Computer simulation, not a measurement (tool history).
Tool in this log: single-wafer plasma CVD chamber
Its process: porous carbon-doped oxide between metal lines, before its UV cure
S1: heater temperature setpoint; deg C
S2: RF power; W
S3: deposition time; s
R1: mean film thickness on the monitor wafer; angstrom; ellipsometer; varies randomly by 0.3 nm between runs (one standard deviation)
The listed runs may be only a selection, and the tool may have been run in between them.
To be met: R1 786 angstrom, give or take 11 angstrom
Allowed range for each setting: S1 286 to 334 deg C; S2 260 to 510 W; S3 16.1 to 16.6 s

run	hour	S1	S2	S3	R1
1	0	310	385	16.1	701.63
2	7.3	310	360	16.1	678.12
3	11.3	310	360	16.1	681.81
4	17.1	306	365	16.1	694.3
5	20.8	306	365	16.6	716.66
6	22.1	296	365	16.6	750.36
7	28.3	294	365	16.6	763.91
8	33.2	293	365	16.6	766.49

Consider the 5 candidate settings below. Which is the only one whose results all fall within their allowed miss of target?
A	38.1	288	355	16.1	?
B	38.1	291	360	16.5	?
C	38.1	296	365	16.4	?
D	38.1	292	355	16.5	?
E	38.1	294	380	16.6	?

move	R1
A	755.65
B	768.13
C	750.42
D	757.8
E	785.94
A: further off than the last run
B: closes in on the targets versus the last run, not all within tolerance yet
C: further off than the last run
D: further off than the last run
E: meets every target
Move E is the one to make.
